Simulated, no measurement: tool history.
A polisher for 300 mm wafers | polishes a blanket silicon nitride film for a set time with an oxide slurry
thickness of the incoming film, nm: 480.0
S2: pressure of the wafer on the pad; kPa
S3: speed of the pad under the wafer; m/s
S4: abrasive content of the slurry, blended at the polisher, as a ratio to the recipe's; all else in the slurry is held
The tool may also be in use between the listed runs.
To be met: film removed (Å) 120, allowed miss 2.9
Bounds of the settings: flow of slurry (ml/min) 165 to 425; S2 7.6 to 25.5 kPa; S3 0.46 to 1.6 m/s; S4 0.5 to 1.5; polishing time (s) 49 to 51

Run 1, hour 0: flow of slurry (ml/min) 275, S2 16.5 kPa, S3 1.02 m/s, S4 1, polishing time (s) 49. Result: film removed (Å) 179.58.
Run 2, hour 5.8: flow of slurry (ml/min) 270, S2 15.2 kPa, S3 1.02 m/s, S4 1, polishing time (s) 49. Result: film removed (Å) 166.31.
Run 3, hour 12.5: flow of slurry (ml/min) 270, S2 13.8 kPa, S3 1.02 m/s, S4 1, polishing time (s) 49. Result: film removed (Å) 149.95.
Run 4, hour 16.1: flow of slurry (ml/min) 270, S2 13.1 kPa, S3 1.02 m/s, S4 1, polishing time (s) 49. Result: film removed (Å) 142.25.
Run 5, hour 18: flow of slurry (ml/min) 270, S2 12.4 kPa, S3 1.02 m/s, S4 1, polishing time (s) 49. Result: film removed (Å) 135.61.
Run 6, hour 24.5: flow of slurry (ml/min) 270, S2 14.5 kPa, S3 1.02 m/s, S4 1, polishing time (s) 49. Result: film removed (Å) 156.81.
Run 7, hour 26.4: flow of slurry (ml/min) 270, S2 14.5 kPa, S3 1.02 m/s, S4 1, polishing time (s) 49. Result: film removed (Å) 158.16.
Run 8, hour 29.4: flow of slurry (ml/min) 270, S2 13.8 kPa, S3 1.02 m/s, S4 1, polishing time (s) 49. Result: film removed (Å) 149.65.
Run 9, hour 34.6: flow of slurry (ml/min) 270, S2 13.1 kPa, S3 1.02 m/s, S4 1, polishing time (s) 49. Result: film removed (Å) 143.
Run 10, hour 40.6: flow of slurry (ml/min) 270, S2 13.1 kPa, S3 1.02 m/s, S4 1, polishing time (s) 49. Result: film removed (Å) 142.27.
Run 11, hour 43: flow of slurry (ml/min) 270, S2 12.4 kPa, S3 1.02 m/s, S4 1, polishing time (s) 49. Result: film removed (Å) 135.71.
Run 12, hour 51.6: flow of slurry (ml/min) 270, S2 11.7 kPa, S3 1.02 m/s, S4 1, polishing time (s) 49. Result: film removed (Å) 128.18.
Run 13, hour 60: flow of slurry (ml/min) 270, S2 11.7 kPa, S3 1.02 m/s, S4 1, polishing time (s) 49. Result: film removed (Å) 127.88.

Which of these 4 next moves meets every target?
Run A, hour 68.4: flow of slurry (ml/min) 295, S2 10.3 kPa, S3 1.1 m/s, S4 0.8, polishing time (s) 50. Result: film removed (Å) ?.
Run B, hour 68.4: flow of slurry (ml/min) 360, S2 11 kPa, S3 1 m/s, S4 0.85, polishing time (s) 49. Result: film removed (Å) ?.
Run C, hour 68.4: flow of slurry (ml/min) 245, S2 11 kPa, S3 1.06 m/s, S4 0.95, polishing time (s) 49. Result: film removed (Å) ?.
Run D, hour 68.4: flow of slurry (ml/min) 250, S2 11 kPa, S3 0.96 m/s, S4 0.9, polishing time (s) 50. Result: film removed (Å) ?.

move  film removed (Å)
   A            113.66
   B            113.96
   C            120.61
   D            111.67
A: takes the result that was furthest off past its target
B: takes the result that was furthest off past its target
C: meets every target
D: takes the result that was furthest off past its target
Move C is the one to make.

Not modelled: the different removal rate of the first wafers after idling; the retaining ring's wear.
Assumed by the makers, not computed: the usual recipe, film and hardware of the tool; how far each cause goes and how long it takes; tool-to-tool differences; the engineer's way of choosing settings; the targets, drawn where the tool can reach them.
